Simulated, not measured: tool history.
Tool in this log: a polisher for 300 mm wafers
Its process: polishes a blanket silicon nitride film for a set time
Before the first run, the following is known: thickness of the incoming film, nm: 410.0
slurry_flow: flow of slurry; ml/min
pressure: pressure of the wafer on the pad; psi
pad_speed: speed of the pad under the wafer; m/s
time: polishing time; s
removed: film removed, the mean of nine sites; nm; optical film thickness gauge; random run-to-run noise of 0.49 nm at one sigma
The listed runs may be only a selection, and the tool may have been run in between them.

run 1 hour=0 | slurry_flow=260 pressure=4.9 pad_speed=1.04 time=48 | removed=96.767
run 2 hour=0.7 | slurry_flow=260 pressure=4.9 pad_speed=0.94 time=48 | removed=88.373
run 3 hour=7.5 | slurry_flow=260 pressure=4.3 pad_speed=0.94 time=48 | removed=79.329
run 4 hour=15 | slurry_flow=260 pressure=4.3 pad_speed=1.06 time=48 | removed=86.716
run 5 hour=17 | slurry_flow=260 pressure=3.7 pad_speed=1.06 time=48 | removed=74.483
run 6 hour=20.5 | slurry_flow=260 pressure=3.7 pad_speed=0.96 time=48 | removed=69.074
run 7 hour=28.6 | slurry_flow=260 pressure=3.5 pad_speed=0.96 time=48 | removed=65.001
run 8 hour=33.1 | slurry_flow=260 pressure=3.4 pad_speed=0.96 time=48 | removed=64.159

Forecast run 9:
run 9 hour=35.7 | slurry_flow=260 pressure=3.3 pad_speed=0.96 time=48 | removed=?

removed: 61.928 nm

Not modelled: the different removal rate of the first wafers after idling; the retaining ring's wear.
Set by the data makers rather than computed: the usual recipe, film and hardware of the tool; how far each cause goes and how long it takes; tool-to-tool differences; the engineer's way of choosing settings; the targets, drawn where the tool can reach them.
